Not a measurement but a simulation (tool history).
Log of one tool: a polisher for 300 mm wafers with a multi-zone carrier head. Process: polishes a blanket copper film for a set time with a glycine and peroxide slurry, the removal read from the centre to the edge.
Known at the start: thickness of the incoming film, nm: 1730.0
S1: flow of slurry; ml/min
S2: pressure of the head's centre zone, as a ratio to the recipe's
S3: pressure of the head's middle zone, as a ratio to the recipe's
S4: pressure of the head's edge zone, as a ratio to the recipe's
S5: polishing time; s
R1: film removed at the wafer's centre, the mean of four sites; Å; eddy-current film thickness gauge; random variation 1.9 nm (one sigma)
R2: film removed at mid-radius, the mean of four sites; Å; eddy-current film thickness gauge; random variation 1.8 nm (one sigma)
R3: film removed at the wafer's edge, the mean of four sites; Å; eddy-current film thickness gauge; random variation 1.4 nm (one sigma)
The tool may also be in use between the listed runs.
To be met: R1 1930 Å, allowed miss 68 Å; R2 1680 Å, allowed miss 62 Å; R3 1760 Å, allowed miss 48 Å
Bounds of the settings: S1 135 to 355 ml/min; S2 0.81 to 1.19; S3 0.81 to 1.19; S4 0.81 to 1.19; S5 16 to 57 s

run 1 day=0 | S1=225 S2=1 S3=1 S4=1 S5=36 | R1=2174.1 R2=2144.1 R3=2108.6
run 2 day=0.179 | S1=225 S2=0.95 S3=1 S4=1 S5=36 | R1=2044.4 R2=2144.4 R3=2140.9
run 3 day=0.229 | S1=190 S2=0.95 S3=1 S4=1 S5=36 | R1=1975.2 R2=2091.5 R3=2073.5
run 4 day=0.496 | S1=180 S2=0.97 S3=0.96 S4=0.96 S5=35 | R1=1993.1 R2=1992.4 R3=1991.6
run 5 day=0.608 | S1=135 S2=0.97 S3=0.96 S4=0.96 S5=35 | R1=1868.8 R2=1866.8 R3=1924.9
run 6 day=0.738 | S1=135 S2=0.99 S3=0.94 S4=0.94 S5=34 | R1=1861.9 R2=1823.4 R3=1855.9
run 7 day=0.942 | S1=135 S2=1.01 S3=0.92 S4=0.93 S5=34 | R1=1922.1 R2=1798.2 R3=1848.2
run 8 day=0.971 | S1=135 S2=1.02 S3=0.9 S4=0.92 S5=34 | R1=1925.5 R2=1757.4 R3=1830.3
run 9 day=1.208 | S1=135 S2=1.03 S3=0.89 S4=0.91 S5=34 | R1=1929.6 R2=1718.7 R3=1814.8
run 10 day=1.312 | S1=135 S2=1.03 S3=0.89 S4=0.9 S5=34 | R1=1949.1 R2=1741.4 R3=1836.9
run 11 day=1.412 | S1=135 S2=1.04 S3=0.89 S4=0.89 S5=34 | R1=2001.5 R2=1760 R3=1802.7

Which of these 5 next moves meets every target?
run A day=1.512 | S1=135 S2=1 S3=0.85 S4=0.91 S5=34 | R1=? R2=? R3=?
run B day=1.512 | S1=135 S2=1.02 S3=0.97 S4=0.85 S5=35 | R1=? R2=? R3=?
run C day=1.512 | S1=190 S2=1.04 S3=0.88 S4=0.87 S5=32 | R1=? R2=? R3=?
run D day=1.512 | S1=140 S2=1.09 S3=1 S4=0.85 S5=34 | R1=? R2=? R3=?
run E day=1.512 | S1=150 S2=0.99 S3=0.93 S4=0.9 S5=34 | R1=? R2=? R3=?

move=A R1=1903.4 R2=1687.9 R3=1839.1
move=B R1=2000.6 R2=1939.1 R3=1832.5
move=C R1=1948.9 R2=1700.4 R3=1745.1
move=D R1=2088.7 R2=1940.5 R3=1785.2
move=E R1=1912.6 R2=1841.9 R3=1844.9
A: brings the result that was furthest off to its target, and leaves another outside
B: further off than the last run
C: meets every target
D: further off than the last run
E: further off than the last run
The right move is C.

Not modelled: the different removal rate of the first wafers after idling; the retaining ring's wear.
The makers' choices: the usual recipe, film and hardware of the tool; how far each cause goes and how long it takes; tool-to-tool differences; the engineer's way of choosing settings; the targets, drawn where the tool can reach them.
